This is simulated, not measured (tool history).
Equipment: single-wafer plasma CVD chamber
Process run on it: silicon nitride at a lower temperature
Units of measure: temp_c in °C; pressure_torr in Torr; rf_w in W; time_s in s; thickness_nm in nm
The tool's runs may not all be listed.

{"run": 1, "hour": 0.0, "temp_c": 350, "pressure_torr": 1.41, "rf_w": 280, "time_s": 37.5, "thickness_nm": 39.883}
{"run": 2, "hour": 8.8, "temp_c": 350, "pressure_torr": 1.41, "rf_w": 255, "time_s": 37.5, "thickness_nm": 37.754}
{"run": 3, "hour": 14.4, "temp_c": 350, "pressure_torr": 1.32, "rf_w": 250, "time_s": 37.5, "thickness_nm": 36.556}
{"run": 4, "hour": 22.7, "temp_c": 350, "pressure_torr": 1.32, "rf_w": 250, "time_s": 38.8, "thickness_nm": 37.81}
{"run": 5, "hour": 24.4, "temp_c": 343, "pressure_torr": 1.32, "rf_w": 250, "time_s": 38.8, "thickness_nm": 38.007}
{"run": 6, "hour": 33.3, "temp_c": 343, "pressure_torr": 1.24, "rf_w": 240, "time_s": 38.7, "thickness_nm": 36.2}
{"run": 7, "hour": 38.6, "temp_c": 343, "pressure_torr": 1.18, "rf_w": 235, "time_s": 38.7, "thickness_nm": 35.318}

What will run 8 give?
{"run": 8, "hour": 39.2, "temp_c": 343, "pressure_torr": 1.13, "rf_w": 230, "time_s": 38.7, "thickness_nm": "?"}

{"run 8": {"thickness_nm": 34.452}}

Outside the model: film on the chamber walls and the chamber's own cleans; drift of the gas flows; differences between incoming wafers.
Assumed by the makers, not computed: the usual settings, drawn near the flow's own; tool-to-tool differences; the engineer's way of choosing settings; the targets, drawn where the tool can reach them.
